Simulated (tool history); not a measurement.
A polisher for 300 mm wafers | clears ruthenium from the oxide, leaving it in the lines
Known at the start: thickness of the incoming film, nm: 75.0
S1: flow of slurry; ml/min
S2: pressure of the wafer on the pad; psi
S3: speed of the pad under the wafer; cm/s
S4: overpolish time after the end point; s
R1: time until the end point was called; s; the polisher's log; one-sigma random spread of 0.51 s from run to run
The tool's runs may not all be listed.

Run 1, hour 0.0: S1 255 ml/min, S2 2.0 psi, S3 78 cm/s, S4 9 s. Result: R1 85.577 s.
Run 2, hour 1.7: S1 285 ml/min, S2 2.0 psi, S3 78 cm/s, S4 9 s. Result: R1 87.072 s.
Run 3, hour 10.1: S1 285 ml/min, S2 2.0 psi, S3 78 cm/s, S4 7 s. Result: R1 85.918 s.
Run 4, hour 15.7: S1 285 ml/min, S2 2.2 psi, S3 78 cm/s, S4 7 s. Result: R1 78.365 s.
Run 5, hour 19.3: S1 285 ml/min, S2 2.3 psi, S3 78 cm/s, S4 7 s. Result: R1 75.211 s.
Run 6, hour 22.5: S1 285 ml/min, S2 2.3 psi, S3 78 cm/s, S4 7 s. Result: R1 74.763 s.
Run 7, hour 25.4: S1 285 ml/min, S2 2.4 psi, S3 78 cm/s, S4 7 s. Result: R1 72.845 s.
Run 8, hour 32.2: S1 285 ml/min, S2 2.5 psi, S3 78 cm/s, S4 7 s. Result: R1 69.306 s.
Run 9, hour 38.0: S1 285 ml/min, S2 2.6 psi, S3 78 cm/s, S4 7 s. Result: R1 68.145 s.

For run 10, what comes out?
Run 10, hour 41.9: S1 285 ml/min, S2 2.7 psi, S3 78 cm/s, S4 7 s. Result: R1 ?.

R1: 64.238 s
